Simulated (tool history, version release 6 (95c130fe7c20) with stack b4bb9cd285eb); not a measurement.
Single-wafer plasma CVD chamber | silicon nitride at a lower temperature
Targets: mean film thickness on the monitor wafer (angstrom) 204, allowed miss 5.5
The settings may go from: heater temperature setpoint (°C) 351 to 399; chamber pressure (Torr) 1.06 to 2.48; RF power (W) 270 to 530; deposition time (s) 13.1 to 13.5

run    day  heater temperature setpoint (°C)  chamber pressure (Torr)  RF power (W)  deposition time (s)  mean film thickness on the monitor wafer (angstrom)
  1      0                               375                     1.77           400                 13.1                                               180.02
  2   0.35                               375                     1.82           405                 13.1                                               184.21
  3  0.692                               365                     1.82           405                 13.1                                               184.61
  4  1.033                               365                     1.65           405                 13.1                                               178.08
  5  1.396                               365                     1.46           405                 13.1                                               171.35
  6  1.479                               365                     1.35           405                 13.1                                               164.97
  7  1.833                               365                     1.44           410                 13.1                                               171.34
  8  2.112                               365                     1.51           415                 13.1                                               176.99

Which of these 5 next moves meets every target?
  A  2.392                               363                     1.56           430                 13.5                                                    ?
  B  2.392                               363                     1.69           465                 13.5                                                    ?
  C  2.392                               372                      1.9           385                 13.5                                                    ?
  D  2.392                               366                     1.57           445                 13.5                                                    ?
  E  2.392                               367                     1.46           400                 13.1                                                    ?

move  mean film thickness on the monitor wafer (angstrom)
   A                                               186.18
   B                                               200.94
   C                                               185.68
   D                                               190.29
   E                                               168.38
A: nearer than the last run, and not there yet
B: meets every target
C: nearer than the last run, and not there yet
D: nearer than the last run, and not there yet
E: further off than the last run
The right move is B.

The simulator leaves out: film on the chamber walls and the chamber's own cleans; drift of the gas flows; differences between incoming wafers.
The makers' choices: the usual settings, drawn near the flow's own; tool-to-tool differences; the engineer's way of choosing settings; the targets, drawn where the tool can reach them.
